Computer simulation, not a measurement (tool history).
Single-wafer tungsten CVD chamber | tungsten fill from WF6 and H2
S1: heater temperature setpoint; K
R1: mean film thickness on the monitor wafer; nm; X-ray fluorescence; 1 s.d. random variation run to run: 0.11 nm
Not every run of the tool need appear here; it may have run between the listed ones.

{"run": 1, "day": 0.0, "S1": 668.15, "chamber pressure (mTorr)": 28600, "deposition time (s)": 11.6, "R1": 29.274}
{"run": 2, "day": 0.254, "S1": 658.15, "chamber pressure (mTorr)": 28600, "deposition time (s)": 11.6, "R1": 24.614}
{"run": 3, "day": 0.467, "S1": 658.15, "chamber pressure (mTorr)": 28600, "deposition time (s)": 11.6, "R1": 24.672}
{"run": 4, "day": 0.658, "S1": 666.15, "chamber pressure (mTorr)": 28600, "deposition time (s)": 11.6, "R1": 28.448}
{"run": 5, "day": 0.85, "S1": 666.15, "chamber pressure (mTorr)": 24800, "deposition time (s)": 11.6, "R1": 26.312}
{"run": 6, "day": 1.046, "S1": 666.15, "chamber pressure (mTorr)": 21600, "deposition time (s)": 11.6, "R1": 24.618}
{"run": 7, "day": 1.275, "S1": 675.15, "chamber pressure (mTorr)": 21900, "deposition time (s)": 11.6, "R1": 28.732}

Run 8 has not been measured yet. What should we expect?
{"run": 8, "day": 1.562, "S1": 681.15, "chamber pressure (mTorr)": 22500, "deposition time (s)": 11.6, "R1": "?"}

Run 8 came out at R1 32.043 nm.

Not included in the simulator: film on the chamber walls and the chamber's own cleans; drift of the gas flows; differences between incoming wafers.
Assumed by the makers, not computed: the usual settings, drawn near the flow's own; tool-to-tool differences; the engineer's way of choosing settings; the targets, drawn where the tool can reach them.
